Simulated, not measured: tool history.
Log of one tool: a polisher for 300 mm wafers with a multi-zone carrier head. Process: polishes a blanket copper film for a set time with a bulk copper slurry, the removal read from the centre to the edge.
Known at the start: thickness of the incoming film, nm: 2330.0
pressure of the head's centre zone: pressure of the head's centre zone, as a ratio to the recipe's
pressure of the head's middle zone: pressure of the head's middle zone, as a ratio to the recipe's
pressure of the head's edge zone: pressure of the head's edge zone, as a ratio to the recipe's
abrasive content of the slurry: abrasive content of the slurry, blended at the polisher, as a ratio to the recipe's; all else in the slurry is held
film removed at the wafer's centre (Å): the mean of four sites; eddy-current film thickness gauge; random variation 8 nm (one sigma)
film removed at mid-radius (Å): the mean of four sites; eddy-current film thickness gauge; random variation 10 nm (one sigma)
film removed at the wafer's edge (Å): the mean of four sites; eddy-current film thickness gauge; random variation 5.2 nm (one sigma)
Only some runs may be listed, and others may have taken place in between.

run	hour	flow of slurry (ml/min)	pressure of the head's centre zone	pressure of the head's middle zone	pressure of the head's edge zone	abrasive content of the slurry	polishing time (s)	film removed at the wafer's centre (Å)	film removed at mid-radius (Å)	film removed at the wafer's edge (Å)
1	0.0	230	1.00	1.00	1.00	1.00	59	9060.8	9190.5	9050.7
2	5.0	280	1.00	1.00	1.00	1.00	59	9463.1	9490.7	9280.5
3	11.6	280	1.00	1.00	1.00	1.00	53	8347.0	8550.5	8423.3
4	15.8	280	1.00	1.00	0.94	1.00	53	8364.0	8369.6	8017.5
5	18.6	250	1.00	1.00	0.94	1.00	53	8223.6	8622.0	8045.0
6	23.1	250	1.00	1.00	0.94	1.15	53	8432.5	8753.0	8169.4
7	23.8	245	0.97	1.00	0.96	1.15	53	8124.9	8424.6	8287.1

Run 8 has not been measured yet. What should we expect?
8	32.6	240	0.95	1.03	0.97	1.15	53	?	?	?

film removed at the wafer's centre (Å): 7824.0
film removed at mid-radius (Å): 8733.2
film removed at the wafer's edge (Å): 8278.5

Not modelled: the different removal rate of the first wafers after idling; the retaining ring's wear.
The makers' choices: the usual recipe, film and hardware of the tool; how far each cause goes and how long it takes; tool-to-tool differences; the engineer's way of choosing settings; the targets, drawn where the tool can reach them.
